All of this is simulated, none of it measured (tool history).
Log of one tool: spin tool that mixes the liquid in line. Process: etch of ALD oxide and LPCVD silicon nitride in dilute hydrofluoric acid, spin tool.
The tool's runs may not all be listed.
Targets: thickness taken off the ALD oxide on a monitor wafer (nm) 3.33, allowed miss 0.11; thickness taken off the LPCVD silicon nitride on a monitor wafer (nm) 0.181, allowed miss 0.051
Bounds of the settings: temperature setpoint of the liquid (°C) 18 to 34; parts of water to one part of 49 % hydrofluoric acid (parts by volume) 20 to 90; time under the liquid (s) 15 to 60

run,hour,temperature setpoint of the liquid (°C),parts of water to one part of 49 % hydrofluoric acid (parts by volume),time under the liquid (s),thickness taken off the ALD oxide on a monitor wafer (nm),thickness taken off the LPCVD silicon nitride on a monitor wafer (nm)
1,0,26,50,30,7.0026,0.3708
2,1.2,24.5,55,30,5.9393,0.22323
3,7,24.5,40,30,8.2524,0.38216
4,9.7,27.5,40,30,9.4363,0.42626
5,14.4,27.5,40,35,10.87,0.4874
6,22.8,26,40,35,10.298,0.53523
7,24.7,23.5,60,35,6.049,0.30658
8,29.7,22.5,65,35,5.3869,0.23513
9,31.6,22,70,35,4.8917,0.21647
10,33.9,21.5,75,35,4.4891,0.19341
11,36.8,21,80,35,3.9656,0.1562
12,44.4,20.5,85,35,3.6678,0.16349
13,47,20.5,90,35,3.4489,0.15175
14,53.1,21,90,35,3.5383,0.17836
15,54,21.5,90,35,3.5741,0.15539
16,55.3,21,90,35,3.5173,0.13422
17,62.6,25,90,30,3.5234,0.16738
18,66.6,24.5,90,30,3.5109,0.15875

Which of these 4 next moves meets every target?
A,70.6,18,55,25,?,?
B,70.6,32.5,80,20,?,?
C,70.6,30.5,80,20,?,?
D,70.6,23,70,25,?,?

move,thickness taken off the ALD oxide on a monitor wafer (nm),thickness taken off the LPCVD silicon nitride on a monitor wafer (nm)
A,3.7206,0.13742
B,3.5435,0.19857
C,3.2864,0.17518
D,3.5411,0.15324
A: further off than the last run
B: further off than the last run
C: meets every target
D: further off than the last run
The right move is C.

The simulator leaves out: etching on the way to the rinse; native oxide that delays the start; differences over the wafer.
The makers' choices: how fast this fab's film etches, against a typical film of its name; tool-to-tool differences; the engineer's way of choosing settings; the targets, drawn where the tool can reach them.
